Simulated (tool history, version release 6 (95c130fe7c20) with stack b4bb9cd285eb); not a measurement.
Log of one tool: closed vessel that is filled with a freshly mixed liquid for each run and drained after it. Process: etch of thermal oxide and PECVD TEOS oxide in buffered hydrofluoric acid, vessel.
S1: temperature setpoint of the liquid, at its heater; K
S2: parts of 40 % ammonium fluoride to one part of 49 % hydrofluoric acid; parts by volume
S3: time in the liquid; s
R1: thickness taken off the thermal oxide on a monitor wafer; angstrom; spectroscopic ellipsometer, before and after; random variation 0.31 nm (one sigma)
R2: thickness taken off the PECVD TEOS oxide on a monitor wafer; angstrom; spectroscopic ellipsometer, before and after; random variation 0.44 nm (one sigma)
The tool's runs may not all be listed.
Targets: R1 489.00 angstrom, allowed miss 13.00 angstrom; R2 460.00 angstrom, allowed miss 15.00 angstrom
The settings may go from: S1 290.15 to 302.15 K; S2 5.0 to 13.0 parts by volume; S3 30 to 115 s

run,hour,S1,S2,S3,R1,R2
1,0.0,294.15,8.0,60,864.80,803.74
2,3.9,293.15,8.5,60,778.11,724.91
3,9.6,293.15,10.0,60,645.41,617.47
4,15.1,292.65,10.0,60,623.43,593.26
5,21.5,292.65,10.0,85,889.45,833.03
# hour 26.2: hydrofluoric acid flow meter replaced
6,26.2,292.65,10.0,95,933.20,864.05
7,29.7,292.15,10.5,90,808.76,778.05
8,38.4,292.15,11.0,85,745.39,679.39
9,46.5,291.65,11.5,80,648.37,615.08
10,51.4,291.15,12.0,80,600.50,571.94

4 next moves are on the table. One of them brings every result within its allowed miss. Which?
A,56.3,300.15,13.0,40,?,?
B,56.3,290.15,13.0,70,?,?
C,56.3,292.65,13.0,60,?,?
D,56.3,292.65,13.0,65,?,?

move,R1,R2
A,457.58,437.34
B,460.54,440.17
C,454.86,434.74
D,492.76,470.97
A: takes the result that was furthest off past its target
B: takes the result that was furthest off past its target
C: takes the result that was furthest off past its target
D: meets every target
Answer: D
